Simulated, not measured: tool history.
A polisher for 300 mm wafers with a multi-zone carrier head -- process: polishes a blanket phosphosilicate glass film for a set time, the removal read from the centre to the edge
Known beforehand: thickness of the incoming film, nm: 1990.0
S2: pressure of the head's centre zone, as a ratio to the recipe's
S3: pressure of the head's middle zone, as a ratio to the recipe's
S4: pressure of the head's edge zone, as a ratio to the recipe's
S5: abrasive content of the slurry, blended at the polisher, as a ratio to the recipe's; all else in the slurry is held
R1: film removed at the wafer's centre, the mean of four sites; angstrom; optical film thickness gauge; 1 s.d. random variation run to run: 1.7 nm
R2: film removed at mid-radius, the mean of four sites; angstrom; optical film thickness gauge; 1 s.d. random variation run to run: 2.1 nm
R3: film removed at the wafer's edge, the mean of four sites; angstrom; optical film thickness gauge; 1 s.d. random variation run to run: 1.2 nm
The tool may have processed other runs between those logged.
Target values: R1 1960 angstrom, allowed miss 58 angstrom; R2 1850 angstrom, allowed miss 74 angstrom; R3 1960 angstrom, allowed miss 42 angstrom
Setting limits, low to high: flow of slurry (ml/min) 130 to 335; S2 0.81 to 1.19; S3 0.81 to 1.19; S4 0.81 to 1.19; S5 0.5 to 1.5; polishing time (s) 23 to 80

{"run": 1, "hour": 0.0, "flow of slurry (ml/min)": 215, "S2": 1, "S3": 1, "S4": 1, "S5": 1, "polishing time (s)": 51, "R1": 4106.5, "R2": 4079.9, "R3": 4224.6}
{"run": 2, "hour": 8.5, "flow of slurry (ml/min)": 215, "S2": 1, "S3": 1, "S4": 1.07, "S5": 1, "polishing time (s)": 51, "R1": 4170.6, "R2": 4089.1, "R3": 4449.6}
{"run": 3, "hour": 12.6, "flow of slurry (ml/min)": 215, "S2": 1, "S3": 1, "S4": 1.07, "S5": 1, "polishing time (s)": 42, "R1": 3426.9, "R2": 3315.7, "R3": 3606}
{"run": 4, "hour": 17.3, "flow of slurry (ml/min)": 215, "S2": 1, "S3": 1.04, "S4": 1.07, "S5": 1, "polishing time (s)": 42, "R1": 3415, "R2": 3483.5, "R3": 3598.3}
{"run": 5, "hour": 26.3, "flow of slurry (ml/min)": 190, "S2": 1, "S3": 1.04, "S4": 1.07, "S5": 1, "polishing time (s)": 42, "R1": 3389.1, "R2": 3461.2, "R3": 3615.2}
{"run": 6, "hour": 31.5, "flow of slurry (ml/min)": 190, "S2": 1, "S3": 0.98, "S4": 1.07, "S5": 1, "polishing time (s)": 42, "R1": 3368.4, "R2": 3258.5, "R3": 3577.7}
{"run": 7, "hour": 33.6, "flow of slurry (ml/min)": 195, "S2": 0.99, "S3": 0.95, "S4": 1.02, "S5": 0.85, "polishing time (s)": 39, "R1": 2818.7, "R2": 2726.4, "R3": 2988.7}
{"run": 8, "hour": 40.7, "flow of slurry (ml/min)": 195, "S2": 0.99, "S3": 0.86, "S4": 0.92, "S5": 0.6, "polishing time (s)": 33, "R1": 1930.1, "R2": 1678.3, "R3": 1926.9}
{"run": 9, "hour": 49.2, "flow of slurry (ml/min)": 200, "S2": 0.98, "S3": 0.88, "S4": 0.91, "S5": 0.6, "polishing time (s)": 33, "R1": 1894.9, "R2": 1697.1, "R3": 1902.8}
{"run": 10, "hour": 58.1, "flow of slurry (ml/min)": 205, "S2": 0.98, "S3": 0.9, "S4": 0.91, "S5": 0.6, "polishing time (s)": 33, "R1": 1883.2, "R2": 1759.1, "R3": 1924.4}
{"run": 11, "hour": 66.5, "flow of slurry (ml/min)": 210, "S2": 0.99, "S3": 0.91, "S4": 0.91, "S5": 0.6, "polishing time (s)": 33, "R1": 1932, "R2": 1761.3, "R3": 1938.7}
{"run": 12, "hour": 75.5, "flow of slurry (ml/min)": 210, "S2": 0.99, "S3": 0.92, "S4": 0.91, "S5": 0.6, "polishing time (s)": 33, "R1": 1923.8, "R2": 1782.2, "R3": 1911}

5 next moves are on the table. One of them brings every result within its allowed miss. Which?
{"run": "A", "hour": 84.5, "flow of slurry (ml/min)": 215, "S2": 0.96, "S3": 0.89, "S4": 0.94, "S5": 0.7, "polishing time (s)": 31, "R1": "?", "R2": "?", "R3": "?"}
{"run": "B", "hour": 84.5, "flow of slurry (ml/min)": 205, "S2": 1.06, "S3": 0.93, "S4": 0.84, "S5": 0.55, "polishing time (s)": 36, "R1": "?", "R2": "?", "R3": "?"}
{"run": "C", "hour": 84.5, "flow of slurry (ml/min)": 195, "S2": 1, "S3": 0.95, "S4": 0.94, "S5": 0.5, "polishing time (s)": 39, "R1": "?", "R2": "?", "R3": "?"}
{"run": "D", "hour": 84.5, "flow of slurry (ml/min)": 210, "S2": 1, "S3": 0.93, "S4": 0.87, "S5": 0.65, "polishing time (s)": 31, "R1": "?", "R2": "?", "R3": "?"}
{"run": "E", "hour": 84.5, "flow of slurry (ml/min)": 200, "S2": 1.02, "S3": 1.09, "S4": 0.88, "S5": 0.65, "polishing time (s)": 31, "R1": "?", "R2": "?", "R3": "?"}

move=A R1=1975.1 R2=1833.9 R3=2042.5
move=B R1=2116.4 R2=1844.5 R3=1883.7
move=C R1=1987.9 R2=1871.5 R3=1978.4
move=D R1=1951.7 R2=1803.6 R3=1869.5
move=E R1=1981.3 R2=2051.3 R3=1867.8
A: carries the result that was furthest off beyond its target, to the other side
B: misses by more than the last run did
C: all results land within tolerance of their targets
D: misses by more than the last run did
E: misses by more than the last run did
C meets every target.
